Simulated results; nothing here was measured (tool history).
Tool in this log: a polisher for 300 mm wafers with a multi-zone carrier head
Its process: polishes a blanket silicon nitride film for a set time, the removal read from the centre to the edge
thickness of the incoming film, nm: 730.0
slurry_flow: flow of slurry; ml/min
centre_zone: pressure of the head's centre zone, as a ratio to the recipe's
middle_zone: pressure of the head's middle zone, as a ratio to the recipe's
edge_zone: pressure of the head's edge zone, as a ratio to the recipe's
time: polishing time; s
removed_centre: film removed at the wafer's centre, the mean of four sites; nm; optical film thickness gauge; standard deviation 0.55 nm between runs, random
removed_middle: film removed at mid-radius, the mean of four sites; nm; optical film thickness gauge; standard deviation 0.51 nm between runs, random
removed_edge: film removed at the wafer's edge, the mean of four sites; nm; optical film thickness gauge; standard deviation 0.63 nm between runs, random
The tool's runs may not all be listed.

run,day,slurry_flow,centre_zone,middle_zone,edge_zone,time,removed_centre,removed_middle,removed_edge
1,0,175,1,1,1,44,77.662,76.77,77.182
2,0.138,205,1,1,1,44,79.377,77.914,79.212
3,0.275,205,0.92,1,1,44,73.914,79.563,80.377
4,0.312,205,0.87,1,1,44,70.013,79.657,79.805
5,0.625,205,0.91,1,1,44,74.793,81.383,77.79
6,0.804,205,0.86,1,1,44,69.828,78.883,79.795
7,0.975,200,0.86,0.98,0.98,42,65.829,74.533,74.617

Predict the results of run 8:
8,1.333,195,0.87,0.96,0.97,40,?,?,?

removed_centre: 62.162 nm
removed_middle: 68.879 nm
removed_edge: 70.158 nm

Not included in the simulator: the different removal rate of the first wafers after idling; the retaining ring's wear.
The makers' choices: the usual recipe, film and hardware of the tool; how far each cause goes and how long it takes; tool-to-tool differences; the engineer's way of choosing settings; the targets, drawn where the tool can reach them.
